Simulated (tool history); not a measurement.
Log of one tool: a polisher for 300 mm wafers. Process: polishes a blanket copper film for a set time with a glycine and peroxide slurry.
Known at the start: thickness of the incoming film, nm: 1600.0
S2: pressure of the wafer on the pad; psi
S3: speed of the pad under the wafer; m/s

run 1 day=0 | flow_of_slurry_(ml/min)=275 S2=2 S3=0.92 polishing_time_(s)=45 | film_removed_(Å)=1696.9
run 2 day=0.125 | flow_of_slurry_(ml/min)=275 S2=1.6 S3=0.92 polishing_time_(s)=45 | film_removed_(Å)=1475.3
run 3 day=0.479 | flow_of_slurry_(ml/min)=325 S2=1.6 S3=0.92 polishing_time_(s)=45 | film_removed_(Å)=1481.3
run 4 day=0.571 | flow_of_slurry_(ml/min)=325 S2=1.6 S3=0.76 polishing_time_(s)=45 | film_removed_(Å)=1285.5
run 5 day=0.921 | flow_of_slurry_(ml/min)=325 S2=1.6 S3=0.76 polishing_time_(s)=48 | film_removed_(Å)=1407.4
run 6 day=1.096 | flow_of_slurry_(ml/min)=325 S2=1.5 S3=0.76 polishing_time_(s)=48 | film_removed_(Å)=1334.3
run 7 day=1.233 | flow_of_slurry_(ml/min)=325 S2=1.4 S3=0.76 polishing_time_(s)=48 | film_removed_(Å)=1289.7

Forecast run 8:
run 8 day=1.538 | flow_of_slurry_(ml/min)=325 S2=1.4 S3=0.76 polishing_time_(s)=48 | film_removed_(Å)=?

{"run 8": {"film removed (Å)": 1285.7}}

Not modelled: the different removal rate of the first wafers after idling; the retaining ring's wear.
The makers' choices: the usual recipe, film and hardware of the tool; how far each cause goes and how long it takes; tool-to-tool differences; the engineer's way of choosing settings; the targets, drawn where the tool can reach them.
